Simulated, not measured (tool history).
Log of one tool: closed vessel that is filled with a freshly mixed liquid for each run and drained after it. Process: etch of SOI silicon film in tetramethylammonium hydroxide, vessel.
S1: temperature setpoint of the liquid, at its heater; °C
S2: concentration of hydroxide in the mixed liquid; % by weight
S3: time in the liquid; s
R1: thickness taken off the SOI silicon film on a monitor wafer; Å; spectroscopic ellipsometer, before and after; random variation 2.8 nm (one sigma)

run	hour	S1	S2	S3	R1
1	0.0	72.0	16.0	85	6272.8
2	8.1	70.0	16.0	85	5576.9
3	13.9	68.5	16.0	85	5059.4
4	22.7	68.5	16.0	85	5092.9
5	24.7	67.5	16.0	85	4795.7
6	33.5	67.5	12.5	85	5422.8

Forecast run 7:
7	42.6	66.5	12.5	85	?

Run 7 gave R1 5049.6 Å.
